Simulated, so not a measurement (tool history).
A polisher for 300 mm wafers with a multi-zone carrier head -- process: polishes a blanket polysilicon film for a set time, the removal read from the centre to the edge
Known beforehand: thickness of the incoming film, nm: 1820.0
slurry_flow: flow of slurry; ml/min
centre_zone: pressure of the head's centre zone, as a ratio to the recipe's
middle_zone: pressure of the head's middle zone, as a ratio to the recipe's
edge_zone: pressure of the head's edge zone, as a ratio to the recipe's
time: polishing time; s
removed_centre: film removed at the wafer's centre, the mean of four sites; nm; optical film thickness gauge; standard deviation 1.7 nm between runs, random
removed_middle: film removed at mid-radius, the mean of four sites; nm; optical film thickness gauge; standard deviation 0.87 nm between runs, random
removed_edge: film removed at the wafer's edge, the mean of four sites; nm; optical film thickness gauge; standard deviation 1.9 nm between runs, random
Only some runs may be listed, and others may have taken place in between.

run    day  slurry_flow  centre_zone  middle_zone  edge_zone  time  removed_centre  removed_middle  removed_edge
  1      0          165            1            1          1    40          252.67          229.67        237.79
  2  0.112          155         0.94         1.01       0.95    33             200          190.67        189.41
  3  0.429          140          0.9         1.04       0.96    29          162.78          166.88         171.5
  4  0.721          140          0.9            1       0.96    29          160.26          163.82        165.54
  5  0.762          140          0.9            1       0.93    29          159.76          164.03        167.55
  6  0.858          165          0.9            1       0.93    29          160.71             166        165.78

Expected results for the next run?
  7  1.15          200         0.81         1.04       0.88    18               ?               ?             ?

{"run 7": {"removed_centre": 97.353, "removed_middle": 108.82, "removed_edge": 102.26}}
